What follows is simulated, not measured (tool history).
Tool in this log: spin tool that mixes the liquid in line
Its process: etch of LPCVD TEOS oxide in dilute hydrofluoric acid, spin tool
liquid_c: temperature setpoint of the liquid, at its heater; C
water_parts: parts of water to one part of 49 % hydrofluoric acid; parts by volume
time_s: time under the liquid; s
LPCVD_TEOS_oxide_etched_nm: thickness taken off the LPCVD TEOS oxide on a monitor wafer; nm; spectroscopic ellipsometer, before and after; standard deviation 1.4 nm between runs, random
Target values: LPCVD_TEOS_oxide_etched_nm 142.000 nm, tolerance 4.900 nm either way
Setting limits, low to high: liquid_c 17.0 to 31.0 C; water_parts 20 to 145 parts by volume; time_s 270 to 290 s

run    day  liquid_c  water_parts  time_s  LPCVD_TEOS_oxide_etched_nm
  1  0.000      23.0           80     270                      57.403
  2  0.046      23.0           80     290                      61.955
  3  0.217      23.0          100     290                      48.322
  4  0.588      23.0          100     290                      47.560
  5  0.679      26.5          100     290                      54.825
  6  0.746      27.5           85     290                      68.417
  7  1.000      28.5           75     290                      84.384
  8  1.050      29.0           65     290                      99.252
  9  1.246      31.0           40     290                     178.280
 10  1.475      29.5           40     290                     167.480
 11  1.688      28.5           40     290                     163.260
 12  1.908      27.5           40     290                     154.210
 13  2.271      27.0           40     290                     153.930
 14  2.429      26.5           40     290                     149.570
 15  2.804      26.0           40     290                     147.940

Next run, 4 choices. One meets every target within its allowed miss, the rest don't. Which?
  A  3.179      26.0           45     290                           ?
  B  3.179      25.0           35     280                           ?
  C  3.179      25.5           40     290                           ?
  D  3.179      31.0           45     290                           ?

move  LPCVD_TEOS_oxide_etched_nm
   A                     128.650
   B                     155.430
   C                     142.790
   D                     157.050
A: the result that was furthest off in the last run now lies on the other side of its target
B: moves away from the targets compared with the last run
C: meets every target
D: moves away from the targets compared with the last run
Correct choice: C, which meets every target
